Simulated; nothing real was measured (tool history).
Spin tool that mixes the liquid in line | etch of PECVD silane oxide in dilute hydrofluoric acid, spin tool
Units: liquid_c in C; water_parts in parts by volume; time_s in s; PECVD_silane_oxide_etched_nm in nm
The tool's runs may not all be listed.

run,hour,liquid_c,water_parts,time_s,PECVD_silane_oxide_etched_nm
1,0.0,23.0,75,315,72.327
2,4.9,23.0,75,340,77.210
3,8.7,22.5,75,340,75.976
4,13.1,22.5,75,315,71.353
5,19.7,26.0,75,315,81.435
6,21.8,26.0,75,340,88.046
7,30.0,25.0,80,340,79.306
8,33.4,24.0,80,340,75.969
9,41.6,20.0,95,340,53.741
10,49.7,20.0,95,340,53.550

Forecast run 11:
11,55.8,19.5,95,340,?

{"run 11": {"PECVD_silane_oxide_etched_nm": 52.332}}
